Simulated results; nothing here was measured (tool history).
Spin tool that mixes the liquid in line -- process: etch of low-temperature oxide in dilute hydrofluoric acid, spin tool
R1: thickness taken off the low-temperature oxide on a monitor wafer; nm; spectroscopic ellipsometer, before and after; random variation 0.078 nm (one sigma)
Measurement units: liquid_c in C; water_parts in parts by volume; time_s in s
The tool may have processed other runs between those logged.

Run 1, day 0: liquid_c 21 C, water_parts 230 parts by volume, time_s 65 s. Result: R1 6.2925 nm.
Run 2, day 0.071: liquid_c 23.5 C, water_parts 230 parts by volume, time_s 65 s. Result: R1 6.8205 nm.
Run 3, day 0.162: liquid_c 22 C, water_parts 230 parts by volume, time_s 65 s. Result: R1 6.5039 nm.
Run 4, day 0.496: liquid_c 23.5 C, water_parts 225 parts by volume, time_s 65 s. Result: R1 6.9861 nm.
Run 5, day 0.688: liquid_c 25 C, water_parts 225 parts by volume, time_s 65 s. Result: R1 7.3371 nm.
Run 6, day 0.792: liquid_c 22 C, water_parts 225 parts by volume, time_s 65 s. Result: R1 6.7028 nm.
Run 7, day 1.167: liquid_c 23.5 C, water_parts 225 parts by volume, time_s 65 s. Result: R1 7.0037 nm.
Run 8, day 1.438: liquid_c 25 C, water_parts 225 parts by volume, time_s 65 s. Result: R1 7.5898 nm.

The next listed run, before its measurement:
Run 9, day 1.496: liquid_c 25.5 C, water_parts 225 parts by volume, time_s 65 s. Result: R1 ?.

R1: 7.5171 nm
